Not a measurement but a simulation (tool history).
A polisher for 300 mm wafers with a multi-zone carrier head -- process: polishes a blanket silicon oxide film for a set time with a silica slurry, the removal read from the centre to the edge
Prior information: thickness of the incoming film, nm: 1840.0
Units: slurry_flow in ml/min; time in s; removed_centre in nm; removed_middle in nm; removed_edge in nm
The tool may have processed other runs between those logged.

run  hour  slurry_flow  centre_zone  middle_zone  edge_zone  slurry_solids  time  removed_centre  removed_middle  removed_edge
  1   0.0          315         1.00         1.00       1.00           1.00    61         145.880         139.630       146.580
  2   7.9          315         1.00         0.95       1.00           1.00    61         144.170         133.220       144.200
  3  10.7          245         1.00         0.95       1.00           1.00    61         138.470         130.350       140.960
  4  12.2          235         0.96         0.94       0.96           0.85    55         109.920         109.320       118.230
  5  18.8          235         0.96         0.99       0.96           0.85    55         111.280         116.960       116.250
  6  22.6          235         0.96         0.99       0.96           0.85    49         100.750         101.770       104.360
  7  28.6          230         0.95         0.98       0.94           0.75    47          90.117          92.613        95.945
  8  32.0          225         0.95         0.98       0.92           0.65    46          84.429          89.337        88.765
  9  38.0          225         0.94         0.96       0.91           0.60    45          79.908          80.969        82.537

Run 10, settings as shown, results not yet in. Your forecast:
 10  40.7          220         0.92         0.95       0.89           0.60    45               ?               ?             ?

removed_centre: 77.530 nm
removed_middle: 79.535 nm
removed_edge: 82.519 nm
